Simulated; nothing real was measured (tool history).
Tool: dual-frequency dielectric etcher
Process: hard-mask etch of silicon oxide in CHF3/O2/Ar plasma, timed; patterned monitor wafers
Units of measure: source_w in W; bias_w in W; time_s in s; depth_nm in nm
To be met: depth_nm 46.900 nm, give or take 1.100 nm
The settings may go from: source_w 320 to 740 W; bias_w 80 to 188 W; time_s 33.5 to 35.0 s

run,hour,source_w,bias_w,time_s,depth_nm
1,0.0,530,134,33.5,53.573
2,4.0,590,134,33.5,54.806
3,11.0,590,117,33.5,54.040
4,17.3,530,109,33.5,50.657
5,23.2,500,106,33.5,49.722
6,28.0,500,130,33.5,51.723
7,35.7,460,126,33.5,50.151
8,37.3,430,123,33.5,48.258

Of the 5 settings listed for the next run, only one would bring every result within its allowed miss of target. Which one?
A,38.9,470,125,33.5,?
B,38.9,430,107,35.0,?
C,38.9,460,97,35.0,?
D,38.9,410,101,34.0,?
E,38.9,460,122,34.5,?

move,depth_nm
A,50.191
B,49.270
C,49.564
D,46.555
E,51.042
A: its largest miss is bigger than the last run's
B: its largest miss is bigger than the last run's
C: its largest miss is bigger than the last run's
D: hits every target within its allowed miss
E: its largest miss is bigger than the last run's
So the answer is move D, the one that meets all the targets.
